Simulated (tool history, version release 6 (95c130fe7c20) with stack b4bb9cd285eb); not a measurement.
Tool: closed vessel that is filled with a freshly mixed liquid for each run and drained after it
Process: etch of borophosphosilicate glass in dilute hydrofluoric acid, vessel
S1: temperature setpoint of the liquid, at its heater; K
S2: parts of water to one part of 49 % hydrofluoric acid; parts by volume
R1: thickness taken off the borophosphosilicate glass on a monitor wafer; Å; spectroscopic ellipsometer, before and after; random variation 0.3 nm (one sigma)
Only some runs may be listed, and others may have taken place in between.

{"run": 1, "hour": 0.0, "S1": 297.15, "S2": 105, "time in the liquid (s)": 105, "R1": 297.63}
{"run": 2, "hour": 5.7, "S1": 298.15, "S2": 105, "time in the liquid (s)": 105, "R1": 315.48}
{"run": 3, "hour": 8.0, "S1": 298.15, "S2": 125, "time in the liquid (s)": 105, "R1": 256.88}
{"run": 4, "hour": 10.0, "S1": 298.15, "S2": 110, "time in the liquid (s)": 105, "R1": 295.51}
{"run": 5, "hour": 19.2, "S1": 298.15, "S2": 110, "time in the liquid (s)": 115, "R1": 323.27}
{"run": 6, "hour": 24.3, "S1": 299.15, "S2": 110, "time in the liquid (s)": 115, "R1": 339.77}

Run 7 has not been measured yet. What should we expect?
{"run": 7, "hour": 32.2, "S1": 299.65, "S2": 110, "time in the liquid (s)": 115, "R1": "?"}

R1: 341.97 Å
